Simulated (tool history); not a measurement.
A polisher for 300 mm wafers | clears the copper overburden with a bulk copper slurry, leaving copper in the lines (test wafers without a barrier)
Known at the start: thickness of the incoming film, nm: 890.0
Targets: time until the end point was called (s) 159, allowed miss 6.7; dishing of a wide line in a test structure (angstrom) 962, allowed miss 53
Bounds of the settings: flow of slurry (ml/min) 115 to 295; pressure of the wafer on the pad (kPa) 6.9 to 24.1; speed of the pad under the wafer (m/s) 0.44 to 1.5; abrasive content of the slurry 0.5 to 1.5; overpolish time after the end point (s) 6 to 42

run,day,flow of slurry (ml/min),pressure of the wafer on the pad (kPa),speed of the pad under the wafer (m/s),abrasive content of the slurry,overpolish time after the end point (s),time until the end point was called (s),dishing of a wide line in a test structure (angstrom)
1,0,190,15.2,0.96,1,21,151.4,629.7
2,0.338,190,16.5,0.96,1,21,145.81,694.12
3,0.688,185,16.5,0.94,1,24,148.9,735.13
4,0.971,185,16.5,1.08,1,24,129.02,780.37
# day 1.079: slurry nozzle cleaned
5,1.079,185,15.9,1.06,1,27,133.42,829.56
6,1.188,185,15.9,0.82,1,27,173.23,722.85
7,1.412,190,16.5,0.82,1,28,166.38,747.75
8,1.562,185,17.2,0.82,1,30,158.75,843.32
9,1.796,185,17.2,0.82,1,31,159.65,822.91

Which of these 4 next moves meets every target?
A,2.029,215,13.8,0.92,1.15,28,?,?
B,2.029,210,18.6,0.8,0.95,22,?,?
C,2.029,165,17.9,0.86,0.75,39,?,?
D,2.029,185,17.2,0.78,1.1,26,?,?

move,time until the end point was called (s),dishing of a wide line in a test structure (angstrom)
A,163.93,731.97
B,150.34,691.45
C,156.13,942.12
D,162.11,727.36
A: further off than the last run
B: further off than the last run
C: meets every target
D: further off than the last run
Answer: C
